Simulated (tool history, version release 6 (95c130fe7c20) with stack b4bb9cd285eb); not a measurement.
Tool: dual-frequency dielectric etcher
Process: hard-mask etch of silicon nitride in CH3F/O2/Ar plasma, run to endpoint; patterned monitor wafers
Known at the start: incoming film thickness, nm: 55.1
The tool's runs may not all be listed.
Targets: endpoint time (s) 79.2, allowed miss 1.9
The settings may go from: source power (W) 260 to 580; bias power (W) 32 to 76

run,day,source power (W),bias power (W),endpoint time (s)
1,0,420,54,88.679
2,0.138,450,54,87.103
3,0.496,450,50,88.06
4,0.85,500,50,85.773
5,0.917,550,50,83.909
6,0.95,550,41,87.53
7,1.05,560,44,85.406
8,1.342,560,46,84.483
9,1.483,560,48,83.868
10,1.779,560,50,83.113

Which of these 4 next moves meets every target?
A,2.075,560,52,?
B,2.075,580,58,?
C,2.075,580,75,?
D,2.075,540,47,?

move,endpoint time (s)
A,82.982
B,80.099
C,75.101
D,85.744
A: as far off as the last run
B: meets every target
C: takes the result that was furthest off past its target
D: further off than the last run
Answer: B

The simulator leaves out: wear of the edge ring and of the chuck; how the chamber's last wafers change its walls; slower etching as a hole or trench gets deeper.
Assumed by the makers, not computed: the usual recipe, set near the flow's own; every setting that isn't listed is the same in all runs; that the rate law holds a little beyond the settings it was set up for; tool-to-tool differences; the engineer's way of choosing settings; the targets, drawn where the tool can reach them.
